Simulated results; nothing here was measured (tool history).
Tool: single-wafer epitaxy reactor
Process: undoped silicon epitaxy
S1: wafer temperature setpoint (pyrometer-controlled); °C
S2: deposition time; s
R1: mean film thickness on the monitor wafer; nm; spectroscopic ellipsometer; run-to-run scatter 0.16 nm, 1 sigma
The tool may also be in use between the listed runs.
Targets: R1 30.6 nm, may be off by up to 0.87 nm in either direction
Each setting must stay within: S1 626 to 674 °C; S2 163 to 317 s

run  hour   S1   S2      R1
  1     0  650  240  40.564
  2   4.9  658  240  49.864
  3  13.3  658  217  44.874
  4  17.6  653  216   39.81
  5  22.4  649  215   36.05
  6  30.1  649  203  33.636
  7    32  648  203   32.95
  8  34.4  647  203  32.295

Pick the move, out of 5, that brings all results within their allowed miss; only one does.
  A  36.8  652  171   ?
  B  36.8  650  192   ?
  C  36.8  646  211   ?
  D  36.8  652  186   ?
  E  36.8  645  233   ?

move      R1
   A  30.667
   B  32.768
   C  32.589
   D  33.357
   E  35.094
A: every result within its allowed miss
B: lands further from the targets than the last run did
C: lands further from the targets than the last run did
D: lands further from the targets than the last run did
E: lands further from the targets than the last run did
A meets every target.
